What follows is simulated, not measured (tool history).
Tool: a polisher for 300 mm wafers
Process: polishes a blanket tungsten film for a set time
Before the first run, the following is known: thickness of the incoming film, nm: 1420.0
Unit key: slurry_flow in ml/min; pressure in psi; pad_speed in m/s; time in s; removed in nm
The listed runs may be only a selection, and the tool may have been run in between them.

run 1 hour=0.0 | slurry_flow=285 pressure=3.3 pad_speed=0.86 slurry_solids=1.0 time=36 | removed=135.31
run 2 hour=1.9 | slurry_flow=285 pressure=3.3 pad_speed=0.86 slurry_solids=1.0 time=32 | removed=119.54
run 3 hour=7.5 | slurry_flow=285 pressure=3.2 pad_speed=0.86 slurry_solids=1.0 time=32 | removed=114.64
run 4 hour=11.8 | slurry_flow=285 pressure=3.1 pad_speed=0.86 slurry_solids=1.0 time=32 | removed=114.77
run 5 hour=12.7 | slurry_flow=285 pressure=3.1 pad_speed=0.86 slurry_solids=1.1 time=32 | removed=117.60
run 6 hour=20.9 | slurry_flow=285 pressure=3.0 pad_speed=0.86 slurry_solids=1.1 time=32 | removed=111.75
run 7 hour=29.8 | slurry_flow=285 pressure=2.9 pad_speed=0.86 slurry_solids=1.1 time=32 | removed=109.11

What will run 8 give?
run 8 hour=35.6 | slurry_flow=285 pressure=2.8 pad_speed=0.86 slurry_solids=1.1 time=32 | removed=?

Run 8 came out at removed 105.67 nm.

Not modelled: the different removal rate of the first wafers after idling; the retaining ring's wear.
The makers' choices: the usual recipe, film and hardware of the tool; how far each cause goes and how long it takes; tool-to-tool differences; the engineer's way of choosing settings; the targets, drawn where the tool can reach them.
